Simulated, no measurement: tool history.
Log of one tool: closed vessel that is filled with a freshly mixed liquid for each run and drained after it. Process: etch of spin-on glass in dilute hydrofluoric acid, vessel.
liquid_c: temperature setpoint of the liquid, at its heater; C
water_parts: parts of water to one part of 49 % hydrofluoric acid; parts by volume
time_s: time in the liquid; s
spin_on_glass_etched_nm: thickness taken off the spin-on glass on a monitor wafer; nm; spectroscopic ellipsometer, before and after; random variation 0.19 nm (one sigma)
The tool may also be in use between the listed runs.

run  hour  liquid_c  water_parts  time_s  spin_on_glass_etched_nm
  1   0.0      23.0          155     175                   32.477
  2   4.9      23.0          155     185                   34.625
  3   9.7      19.5          155     185                   30.096
  4  15.7      19.0          160     185                   28.331
  5  23.9      17.5          160     185                   26.867
  6  27.2      17.5          135     185                   32.321

Run 7 comes next. What will it give?
  7  28.7      17.5          145     185                        ?

{"run 7": {"spin_on_glass_etched_nm": 30.316}}

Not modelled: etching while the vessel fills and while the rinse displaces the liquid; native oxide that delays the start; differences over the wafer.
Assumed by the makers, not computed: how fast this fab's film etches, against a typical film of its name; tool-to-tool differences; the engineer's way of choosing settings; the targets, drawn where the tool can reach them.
